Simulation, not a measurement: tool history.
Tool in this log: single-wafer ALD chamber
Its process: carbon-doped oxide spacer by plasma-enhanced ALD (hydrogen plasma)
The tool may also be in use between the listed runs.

run,hour,heater temperature setpoint (deg C),number of ALD cycles (cycles),mean film thickness on the monitor wafer (nm)
1,0.0,420,227,10.174
2,5.3,420,255,11.436
3,12.3,420,241,10.794
4,13.7,411,241,11.088
5,20.4,404,241,11.275
6,27.7,404,252,11.760
7,31.4,411,233,10.677

The next listed run, before its measurement:
8,32.6,417,221,?

Run 8 came out at mean film thickness on the monitor wafer (nm) 10.015.

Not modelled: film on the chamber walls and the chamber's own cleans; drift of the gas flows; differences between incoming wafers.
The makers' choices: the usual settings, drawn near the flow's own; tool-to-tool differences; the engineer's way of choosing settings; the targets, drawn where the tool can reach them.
